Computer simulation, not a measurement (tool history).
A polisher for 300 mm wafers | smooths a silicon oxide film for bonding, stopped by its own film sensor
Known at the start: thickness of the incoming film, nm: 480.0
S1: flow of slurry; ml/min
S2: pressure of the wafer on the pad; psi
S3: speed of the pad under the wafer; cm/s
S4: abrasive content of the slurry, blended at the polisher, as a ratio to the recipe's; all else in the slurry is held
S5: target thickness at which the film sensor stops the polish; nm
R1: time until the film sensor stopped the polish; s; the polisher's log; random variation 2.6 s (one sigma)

Run 1, hour 0.0: S1 195 ml/min, S2 2.1 psi, S3 84 cm/s, S4 1.0, S5 435 nm. Result: R1 66.198 s.
Run 2, hour 7.2: S1 240 ml/min, S2 2.1 psi, S3 84 cm/s, S4 1.0, S5 435 nm. Result: R1 64.367 s.
Run 3, hour 15.4: S1 240 ml/min, S2 2.1 psi, S3 70 cm/s, S4 1.0, S5 435 nm. Result: R1 74.727 s.
Run 4, hour 21.1: S1 240 ml/min, S2 2.4 psi, S3 70 cm/s, S4 1.0, S5 435 nm. Result: R1 66.255 s.
Run 5, hour 22.1: S1 205 ml/min, S2 2.4 psi, S3 70 cm/s, S4 1.0, S5 435 nm. Result: R1 67.503 s.
Run 6, hour 27.8: S1 205 ml/min, S2 2.4 psi, S3 50 cm/s, S4 1.0, S5 435 nm. Result: R1 87.029 s.

The next listed run, before its measurement:
Run 7, hour 31.5: S1 205 ml/min, S2 2.2 psi, S3 48 cm/s, S4 1.0, S5 435 nm. Result: R1 ?.

Run 7 gave R1 98.875 s.
